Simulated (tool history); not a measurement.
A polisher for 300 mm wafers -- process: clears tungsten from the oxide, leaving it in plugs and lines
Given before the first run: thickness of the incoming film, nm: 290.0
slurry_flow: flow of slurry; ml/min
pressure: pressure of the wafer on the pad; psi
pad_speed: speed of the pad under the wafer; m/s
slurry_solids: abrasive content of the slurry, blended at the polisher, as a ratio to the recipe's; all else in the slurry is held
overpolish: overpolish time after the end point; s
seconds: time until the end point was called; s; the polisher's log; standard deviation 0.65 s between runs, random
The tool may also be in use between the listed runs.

{"run": 1, "day": 0.0, "slurry_flow": 265, "pressure": 4.0, "pad_speed": 1.0, "slurry_solids": 1.0, "overpolish": 40, "seconds": 70.313}
{"run": 2, "day": 0.35, "slurry_flow": 265, "pressure": 4.2, "pad_speed": 1.0, "slurry_solids": 1.0, "overpolish": 40, "seconds": 67.407}
{"run": 3, "day": 0.704, "slurry_flow": 210, "pressure": 4.2, "pad_speed": 1.0, "slurry_solids": 1.0, "overpolish": 40, "seconds": 68.861}
{"run": 4, "day": 0.9, "slurry_flow": 210, "pressure": 4.4, "pad_speed": 1.0, "slurry_solids": 1.0, "overpolish": 40, "seconds": 68.078}
{"run": 5, "day": 1.054, "slurry_flow": 210, "pressure": 4.6, "pad_speed": 1.0, "slurry_solids": 1.0, "overpolish": 40, "seconds": 64.792}
{"run": 6, "day": 1.117, "slurry_flow": 210, "pressure": 4.6, "pad_speed": 1.0, "slurry_solids": 1.0, "overpolish": 40, "seconds": 66.902}
{"run": 7, "day": 1.446, "slurry_flow": 210, "pressure": 4.8, "pad_speed": 1.02, "slurry_solids": 1.0, "overpolish": 40, "seconds": 62.721}
{"run": 8, "day": 1.542, "slurry_flow": 210, "pressure": 4.9, "pad_speed": 1.04, "slurry_solids": 1.0, "overpolish": 40, "seconds": 61.271}
{"run": 9, "day": 1.688, "slurry_flow": 210, "pressure": 5.0, "pad_speed": 1.06, "slurry_solids": 1.0, "overpolish": 40, "seconds": 58.505}
{"run": 10, "day": 1.8, "slurry_flow": 210, "pressure": 5.1, "pad_speed": 1.08, "slurry_solids": 1.0, "overpolish": 40, "seconds": 57.378}
{"run": 11, "day": 1.862, "slurry_flow": 210, "pressure": 5.2, "pad_speed": 1.1, "slurry_solids": 1.0, "overpolish": 40, "seconds": 55.67}
{"run": 12, "day": 2.138, "slurry_flow": 210, "pressure": 5.3, "pad_speed": 1.12, "slurry_solids": 1.0, "overpolish": 40, "seconds": 54.955}

Run 13 is up next; what results do you expect?
{"run": 13, "day": 2.383, "slurry_flow": 210, "pressure": 5.4, "pad_speed": 1.14, "slurry_solids": 1.0, "overpolish": 40, "seconds": "?"}

Run 13 produced seconds 52.178 s.
